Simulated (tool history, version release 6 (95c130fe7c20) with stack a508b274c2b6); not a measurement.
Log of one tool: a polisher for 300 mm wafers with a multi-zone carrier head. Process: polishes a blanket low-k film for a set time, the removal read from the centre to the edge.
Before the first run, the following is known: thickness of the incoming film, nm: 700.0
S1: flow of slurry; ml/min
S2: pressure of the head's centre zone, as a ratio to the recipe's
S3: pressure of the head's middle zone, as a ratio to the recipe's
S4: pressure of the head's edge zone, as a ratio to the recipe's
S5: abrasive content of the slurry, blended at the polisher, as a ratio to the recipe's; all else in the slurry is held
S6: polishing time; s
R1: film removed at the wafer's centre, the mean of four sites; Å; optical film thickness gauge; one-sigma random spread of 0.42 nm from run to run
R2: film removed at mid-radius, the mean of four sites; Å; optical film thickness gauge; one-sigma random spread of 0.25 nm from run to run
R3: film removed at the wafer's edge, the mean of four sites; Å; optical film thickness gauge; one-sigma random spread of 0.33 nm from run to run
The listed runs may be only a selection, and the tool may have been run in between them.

Run 1, hour 0: S1 165 ml/min, S2 1, S3 1, S4 1, S5 1, S6 77 s. Result: R1 344.99 Å, R2 347.67 Å, R3 372.03 Å.
Run 2, hour 7.9: S1 165 ml/min, S2 1, S3 1, S4 1.04, S5 1, S6 77 s. Result: R1 347.15 Å, R2 344.31 Å, R3 384.05 Å.
Run 3, hour 14.4: S1 160 ml/min, S2 1.03, S3 1, S4 1, S5 0.95, S6 77 s. Result: R1 339.27 Å, R2 338.68 Å, R3 362.47 Å.
Run 4, hour 18.1: S1 160 ml/min, S2 1.03, S3 0.95, S4 1, S5 0.95, S6 77 s. Result: R1 343.64 Å, R2 319.13 Å, R3 354.19 Å.
Run 5, hour 26.1: S1 160 ml/min, S2 1.06, S3 0.96, S4 0.96, S5 0.9, S6 77 s. Result: R1 342.66 Å, R2 314.63 Å, R3 335.15 Å.
Run 6, hour 29.3: S1 160 ml/min, S2 1.09, S3 0.96, S4 0.96, S5 0.9, S6 77 s. Result: R1 350.19 Å, R2 316.2 Å, R3 347.11 Å.
Run 7, hour 32.7: S1 170 ml/min, S2 1.07, S3 0.95, S4 0.93, S5 0.85, S6 78 s. Result: R1 354.26 Å, R2 313.6 Å, R3 331.65 Å.

Run 8 has not been measured yet. What should we expect?
Run 8, hour 39.5: S1 175 ml/min, S2 1.06, S3 0.96, S4 0.91, S5 0.8, S6 78 s. Result: R1 ?, R2 ?, R3 ?.

R1: 335.28 Å
R2: 303.67 Å
R3: 319.26 Å
